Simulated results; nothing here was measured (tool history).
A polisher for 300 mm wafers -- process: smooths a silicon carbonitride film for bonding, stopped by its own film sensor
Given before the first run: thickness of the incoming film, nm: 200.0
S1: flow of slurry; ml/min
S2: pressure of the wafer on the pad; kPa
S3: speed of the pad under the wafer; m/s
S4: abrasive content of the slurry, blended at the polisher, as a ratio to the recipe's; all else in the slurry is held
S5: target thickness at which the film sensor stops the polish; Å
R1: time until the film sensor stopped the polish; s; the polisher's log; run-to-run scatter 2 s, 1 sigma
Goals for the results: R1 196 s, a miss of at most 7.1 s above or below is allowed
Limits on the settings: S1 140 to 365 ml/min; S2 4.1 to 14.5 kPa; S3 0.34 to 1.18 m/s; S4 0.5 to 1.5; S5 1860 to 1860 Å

Run 1, hour 0: S1 235 ml/min, S2 9 kPa, S3 0.76 m/s, S4 1, S5 1860 Å. Result: R1 125.45 s.
Run 2, hour 2.6: S1 235 ml/min, S2 9 kPa, S3 0.76 m/s, S4 1, S5 1860 Å. Result: R1 125.78 s.
Run 3, hour 3.8: S1 235 ml/min, S2 9 kPa, S3 0.76 m/s, S4 1, S5 1860 Å. Result: R1 124.11 s.
Run 4, hour 4.3: S1 235 ml/min, S2 9 kPa, S3 0.76 m/s, S4 1, S5 1860 Å. Result: R1 127.3 s.
Run 5, hour 11.9: S1 235 ml/min, S2 8.3 kPa, S3 0.76 m/s, S4 1, S5 1860 Å. Result: R1 134.46 s.
Run 6, hour 16.8: S1 235 ml/min, S2 7.6 kPa, S3 0.76 m/s, S4 1, S5 1860 Å. Result: R1 141.32 s.
Run 7, hour 21.2: S1 235 ml/min, S2 6.9 kPa, S3 0.76 m/s, S4 1, S5 1860 Å. Result: R1 150.96 s.
Run 8, hour 28.6: S1 235 ml/min, S2 6.9 kPa, S3 0.76 m/s, S4 1, S5 1860 Å. Result: R1 151.97 s.
Run 9, hour 29.1: S1 235 ml/min, S2 6.2 kPa, S3 0.76 m/s, S4 1, S5 1860 Å. Result: R1 160.4 s.
Run 10, hour 37: S1 235 ml/min, S2 5.5 kPa, S3 0.76 m/s, S4 1, S5 1860 Å. Result: R1 175.46 s.

Below are 4 possible settings for the next run. Only one of them brings all results inside the allowed miss of their targets. Which is it?
Run A, hour 44.9: S1 195 ml/min, S2 4.1 kPa, S3 0.72 m/s, S4 1.35, S5 1860 Å. Result: R1 ?.
Run B, hour 44.9: S1 190 ml/min, S2 4.1 kPa, S3 0.86 m/s, S4 1.2, S5 1860 Å. Result: R1 ?.
Run C, hour 44.9: S1 265 ml/min, S2 6.2 kPa, S3 0.84 m/s, S4 0.9, S5 1860 Å. Result: R1 ?.
Run D, hour 44.9: S1 285 ml/min, S2 4.1 kPa, S3 0.92 m/s, S4 1.15, S5 1860 Å. Result: R1 ?.

move      R1
   A  192.52
   B  176.56
   C  155.54
   D  161.97
A: in spec on every target
B: moves toward the targets from the last run without getting all of them in spec
C: its largest miss is bigger than the last run's
D: its largest miss is bigger than the last run's
The move that meets every target is A.

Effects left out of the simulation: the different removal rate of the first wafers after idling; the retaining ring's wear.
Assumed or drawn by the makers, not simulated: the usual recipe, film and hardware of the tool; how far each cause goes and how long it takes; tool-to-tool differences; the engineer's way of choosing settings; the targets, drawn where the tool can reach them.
